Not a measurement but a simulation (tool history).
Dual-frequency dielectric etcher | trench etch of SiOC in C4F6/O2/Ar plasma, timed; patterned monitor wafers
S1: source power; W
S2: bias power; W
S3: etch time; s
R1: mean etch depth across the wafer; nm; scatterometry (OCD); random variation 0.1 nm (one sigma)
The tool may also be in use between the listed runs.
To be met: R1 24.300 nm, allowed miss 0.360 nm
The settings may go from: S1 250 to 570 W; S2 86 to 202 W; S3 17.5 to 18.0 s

run    day   S1   S2    S3      R1
  1  0.000  410  144  17.5  32.962
  2  0.142  410  128  17.5  31.004
  3  0.258  390  124  17.5  30.119
  4  0.554  370  120  17.5  28.639
  5  0.929  350  120  17.5  28.090
  6  1.075  350  120  17.5  27.816
  7  1.258  340  120  17.5  27.761
  8  1.283  260   91  17.5  20.820
  9  1.571  270   91  17.5  21.272
 10  1.883  280   91  17.5  21.764
 11  1.983  290   91  17.5  21.978
 12  2.346  300   91  17.5  22.358
 13  2.375  310   91  17.5  22.844
 14  2.629  320   91  17.5  23.225
 15  2.850  340   91  17.5  23.760

5 next moves are on the table. One of them brings every result within its allowed miss. Which?
  A  3.071  330   91  18.0   ?
  B  3.071  300   99  17.5   ?
  C  3.071  320  101  18.0   ?
  D  3.071  310   92  17.5   ?
  E  3.071  340   88  17.5   ?

move      R1
   A  24.152
   B  23.550
   C  25.258
   D  22.934
   E  23.352
A: meets every target
B: further off than the last run
C: takes the result that was furthest off past its target
D: further off than the last run
E: further off than the last run
Move A is the one to make.
